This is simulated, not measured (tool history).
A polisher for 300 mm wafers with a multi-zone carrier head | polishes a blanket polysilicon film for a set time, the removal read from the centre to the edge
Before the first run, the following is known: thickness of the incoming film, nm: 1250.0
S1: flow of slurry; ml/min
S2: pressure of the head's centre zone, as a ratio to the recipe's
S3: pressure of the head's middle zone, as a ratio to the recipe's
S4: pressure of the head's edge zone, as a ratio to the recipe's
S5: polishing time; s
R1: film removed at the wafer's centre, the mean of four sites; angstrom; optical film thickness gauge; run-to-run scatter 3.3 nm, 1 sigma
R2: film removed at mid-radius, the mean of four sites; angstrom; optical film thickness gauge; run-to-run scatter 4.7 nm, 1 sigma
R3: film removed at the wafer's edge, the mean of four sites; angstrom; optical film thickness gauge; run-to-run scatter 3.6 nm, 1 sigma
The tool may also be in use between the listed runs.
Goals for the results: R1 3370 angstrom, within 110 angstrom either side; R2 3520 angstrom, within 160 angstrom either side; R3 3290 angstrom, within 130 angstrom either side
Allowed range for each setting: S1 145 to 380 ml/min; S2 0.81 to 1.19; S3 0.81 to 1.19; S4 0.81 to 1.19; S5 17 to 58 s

run,hour,S1,S2,S3,S4,S5,R1,R2,R3
1,0,245,1,1,1,37,2492.1,2445.8,2340.3
2,5.2,270,1,1,1,37,2536.4,2488.9,2367.5
3,10.3,270,0.96,1,1,37,2415,2496,2394.3
4,15.1,270,0.96,1.08,1,37,2463.3,2682.1,2356.2
5,20.3,270,0.96,1.16,1,37,2444.6,2881.2,2383.9
6,24.7,270,0.98,1.15,1.04,39,2643.3,2910.9,2536.8
7,27.4,275,0.98,1.15,1.06,41,2784.2,3126.1,2717.5
8,32.1,275,0.98,1.15,1.06,41,2792,3060.4,2704.2
9,37.1,280,0.98,1.15,1.08,42,2830.4,3149.8,2752.1
10,40.6,270,0.99,1.14,1.09,44,3016.4,3355,2923
11,45.6,275,1,1.13,1.11,45,3052.9,3421,3096.8
12,49.2,280,1.02,1.13,1.12,45,3160.6,3303.6,3104.3
13,55.3,285,1.02,1.14,1.12,45,3167.8,3361,3141.3
# hour 63.1: edge zone pressure recalibrated
14,63.1,290,1.03,1.15,1.12,45,3229.2,3412.9,3224.5

Exercise: of the 4 proposed moves below, exactly one satisfies all targets within the stated allowed misses. Which move is it?
A,70.9,250,1.07,1.18,1.1,46,?,?,?
B,70.9,275,0.93,1.19,1.11,47,?,?,?
C,70.9,165,1.1,1.18,0.98,47,?,?,?
D,70.9,145,1.12,1.19,1.02,47,?,?,?

move,R1,R2,R3
A,3376.3,3538,3226.8
B,3029.8,3682,3337.7
C,3327.6,3413.5,2985.4
D,3303.5,3360.9,2993.9
A: meets every target
B: moves away from the targets compared with the last run
C: brings the last run's worst result on target, with another outside its allowed miss
D: brings the last run's worst result on target, with another outside its allowed miss
Answer: A

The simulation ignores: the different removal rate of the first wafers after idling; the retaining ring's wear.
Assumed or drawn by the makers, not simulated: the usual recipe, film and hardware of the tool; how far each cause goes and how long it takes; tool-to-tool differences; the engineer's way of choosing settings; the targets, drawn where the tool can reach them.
